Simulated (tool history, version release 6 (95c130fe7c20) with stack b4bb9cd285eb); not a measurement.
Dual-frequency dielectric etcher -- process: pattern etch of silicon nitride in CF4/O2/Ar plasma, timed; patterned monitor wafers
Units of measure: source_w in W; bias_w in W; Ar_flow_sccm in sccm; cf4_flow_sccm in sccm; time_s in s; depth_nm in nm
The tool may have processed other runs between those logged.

run,hour,source_w,bias_w,Ar_flow_sccm,cf4_flow_sccm,time_s,depth_nm
1,0.0,690,52,97,118,198.5,476.13
2,2.7,690,52,97,135,198.5,474.71
3,11.1,690,44,97,135,198.5,448.71
4,17.8,640,43,98,135,198.5,416.79
5,23.7,600,42,98,135,198.5,389.64
6,24.6,600,42,98,153,198.5,393.96
7,28.6,600,42,98,153,198.5,394.51
8,31.4,570,42,98,153,198.5,376.71
9,39.8,540,42,98,153,198.5,360.13
10,44.2,520,42,98,153,198.5,346.14
11,50.9,510,42,98,153,198.5,340.41
12,54.6,500,42,98,153,198.5,338.38
13,58.9,490,42,98,153,198.5,330.50
14,66.5,480,42,98,153,198.5,326.24

The next listed run, before its measurement:
15,68.7,470,42,98,153,198.5,?

For run 15 the tool returned depth_nm 319.49 nm.
